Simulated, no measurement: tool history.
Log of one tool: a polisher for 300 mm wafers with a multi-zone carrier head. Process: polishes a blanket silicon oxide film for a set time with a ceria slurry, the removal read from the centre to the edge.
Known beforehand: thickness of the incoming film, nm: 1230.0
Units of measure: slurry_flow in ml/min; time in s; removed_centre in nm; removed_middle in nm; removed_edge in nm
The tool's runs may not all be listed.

run  hour  slurry_flow  centre_zone  middle_zone  edge_zone  time  removed_centre  removed_middle  removed_edge
  1   0.0          135         1.00         1.00       1.00    54         180.240         172.300       166.740
  2   1.4          110         1.00         1.00       1.00    54         171.500         164.600       162.960
  3   7.8          110         1.00         1.00       0.94    44         139.070         131.970       127.380
  4  11.7          115         1.00         1.00       0.90    38         117.880         115.060       111.460
  5  16.1          110         1.03         1.02       0.87    35         113.240         107.740       100.310
     22.1  -- centre zone pressure recalibrated
  6  22.1          110         1.03         0.94       0.87    35         110.330         101.330       100.100
  7  31.0          105         1.04         0.97       0.85    33         100.360          96.105        92.522
  8  35.1          100         1.07         0.99       0.84    33         103.630          96.410        91.204

Predict the results of run 9:
  9  36.6           95         1.08         1.01       0.83    33               ?               ?             ?

Run 9 produced removed_centre 99.618 nm, removed_middle 94.342 nm, removed_edge 89.913 nm.

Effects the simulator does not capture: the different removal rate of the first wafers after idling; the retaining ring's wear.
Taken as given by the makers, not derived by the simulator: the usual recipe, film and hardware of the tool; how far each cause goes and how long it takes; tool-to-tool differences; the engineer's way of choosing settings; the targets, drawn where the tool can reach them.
